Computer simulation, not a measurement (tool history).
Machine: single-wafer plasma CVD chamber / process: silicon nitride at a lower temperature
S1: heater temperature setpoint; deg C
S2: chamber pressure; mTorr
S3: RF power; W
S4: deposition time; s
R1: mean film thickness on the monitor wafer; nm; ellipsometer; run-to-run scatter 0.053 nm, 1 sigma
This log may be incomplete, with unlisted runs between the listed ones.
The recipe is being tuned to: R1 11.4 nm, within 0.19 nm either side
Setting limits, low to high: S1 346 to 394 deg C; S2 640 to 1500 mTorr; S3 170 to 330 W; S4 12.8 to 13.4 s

run  hour   S1    S2   S3    S4      R1
  1     0  370  1070  250  13.4  12.853
  2   8.3  370   890  250  13.4  12.009
  3  15.1  370   880  250  13.4  12.125
  4  17.6  370   860  250  13.4  11.991
  5  21.6  374   860  250  13.4  11.975
  6  22.5  374   850  250  13.4  11.867
  7  30.5  374   840  250  13.4  11.814
  8  34.6  374   830  250  13.4  11.748
  9  43.3  374   820  250  13.4  11.766
 10  49.6  374   810  250  13.4  11.676
 11  58.2  374   800  250  13.4  11.618

Which single option among these 5 for the next run brings every result within its allowed miss of target? Just one does.
  A  66.8  377  810  240  12.9   ?
  B  66.8  377  870  225  13.4   ?
  C  66.8  379  790  250  12.8   ?
  D  66.8  375  860  265  12.8   ?
  E  66.8  366  870  245  12.9   ?

move      R1
   A  10.974
   B  11.112
   C  11.125
   D  11.998
   E  11.483
A: carries the result that was furthest off beyond its target, to the other side
B: carries the result that was furthest off beyond its target, to the other side
C: carries the result that was furthest off beyond its target, to the other side
D: lands further from the targets than the last run did
E: all results land within tolerance of their targets
Go with E: it meets all targets.
